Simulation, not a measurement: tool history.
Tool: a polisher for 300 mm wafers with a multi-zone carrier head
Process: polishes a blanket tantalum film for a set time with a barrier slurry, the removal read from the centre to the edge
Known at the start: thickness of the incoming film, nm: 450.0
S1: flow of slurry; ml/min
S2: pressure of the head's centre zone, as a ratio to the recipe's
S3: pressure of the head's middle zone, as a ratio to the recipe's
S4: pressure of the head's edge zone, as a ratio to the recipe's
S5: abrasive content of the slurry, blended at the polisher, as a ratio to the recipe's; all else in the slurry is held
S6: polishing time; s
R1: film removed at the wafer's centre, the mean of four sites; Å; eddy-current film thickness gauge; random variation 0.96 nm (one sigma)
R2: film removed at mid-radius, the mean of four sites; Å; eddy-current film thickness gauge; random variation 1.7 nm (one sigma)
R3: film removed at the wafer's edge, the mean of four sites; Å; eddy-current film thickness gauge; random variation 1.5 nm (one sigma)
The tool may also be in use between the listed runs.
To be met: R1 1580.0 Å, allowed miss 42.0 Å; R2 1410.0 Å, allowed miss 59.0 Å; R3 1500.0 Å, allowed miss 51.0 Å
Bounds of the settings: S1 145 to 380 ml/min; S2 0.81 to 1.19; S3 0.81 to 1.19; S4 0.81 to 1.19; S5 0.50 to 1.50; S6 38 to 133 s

| run | hour | S1 | S2 | S3 | S4 | S5 | S6 | R1 | R2 | R3 |
|---|---|---|---|---|---|---|---|---|---|---|
| 1 | 0.0 | 245 | 1.00 | 1.00 | 1.00 | 1.00 | 85 | 1667.3 | 1640.5 | 1573.9 |
| 2 | 6.8 | 240 | 1.00 | 0.98 | 1.00 | 1.00 | 85 | 1665.1 | 1601.0 | 1574.7 |
| 3 | 11.9 | 240 | 1.00 | 0.98 | 1.08 | 1.00 | 85 | 1661.5 | 1614.9 | 1652.2 |
| 4 | 19.8 | 240 | 1.00 | 1.02 | 1.08 | 1.00 | 85 | 1641.1 | 1656.8 | 1648.0 |
| 5 | 21.8 | 235 | 1.00 | 1.00 | 1.07 | 1.00 | 85 | 1659.3 | 1650.2 | 1635.0 |
| 6 | 28.1 | 235 | 1.00 | 0.94 | 1.07 | 1.00 | 85 | 1655.9 | 1524.9 | 1596.7 |
| 7 | 33.5 | 230 | 1.00 | 0.93 | 1.06 | 1.00 | 85 | 1677.2 | 1571.3 | 1601.1 |
|  | 37.4 | edge zone pressure recalibrated |
| 8 | 37.4 | 235 | 1.00 | 0.92 | 1.06 | 1.00 | 85 | 1657.2 | 1528.4 | 1673.6 |
| 9 | 42.0 | 230 | 1.00 | 0.92 | 1.05 | 1.00 | 85 | 1641.5 | 1519.0 | 1680.4 |
| 10 | 46.9 | 235 | 1.00 | 0.92 | 1.04 | 0.95 | 85 | 1628.4 | 1491.6 | 1640.7 |
| 11 | 54.4 | 230 | 1.00 | 0.92 | 1.03 | 0.95 | 85 | 1610.5 | 1514.5 | 1605.3 |
| 12 | 60.0 | 230 | 1.00 | 0.92 | 1.03 | 0.95 | 85 | 1621.9 | 1509.7 | 1617.0 |
| 13 | 64.3 | 230 | 1.00 | 0.92 | 1.02 | 0.95 | 85 | 1640.7 | 1520.9 | 1638.1 |
| 14 | 71.5 | 235 | 1.01 | 0.92 | 1.02 | 0.95 | 84 | 1631.4 | 1459.6 | 1598.5 |

Which of these 5 next moves meets every target?
| A | 78.7 | 245 | 1.00 | 0.81 | 1.07 | 0.80 | 86 | ? | ? | ? |
| B | 78.7 | 220 | 0.96 | 0.95 | 1.04 | 1.15 | 82 | ? | ? | ? |
| C | 78.7 | 285 | 1.00 | 0.92 | 1.03 | 0.90 | 78 | ? | ? | ? |
| D | 78.7 | 230 | 1.05 | 0.95 | 1.06 | 1.35 | 72 | ? | ? | ? |
| E | 78.7 | 250 | 1.10 | 0.96 | 0.91 | 1.15 | 74 | ? | ? | ? |

| move | R1 | R2 | R3 |
|---|---|---|---|
| A | 1597.2 | 1323.9 | 1596.6 |
| B | 1577.8 | 1555.2 | 1621.9 |
| C | 1516.1 | 1392.5 | 1476.7 |
| D | 1576.7 | 1418.6 | 1492.5 |
| E | 1655.7 | 1432.6 | 1385.9 |
A: as far off as the last run
B: further off than the last run
C: brings the result that was furthest off to its target, and leaves another outside
D: meets every target
E: takes the result that was furthest off past its target
Answer: D

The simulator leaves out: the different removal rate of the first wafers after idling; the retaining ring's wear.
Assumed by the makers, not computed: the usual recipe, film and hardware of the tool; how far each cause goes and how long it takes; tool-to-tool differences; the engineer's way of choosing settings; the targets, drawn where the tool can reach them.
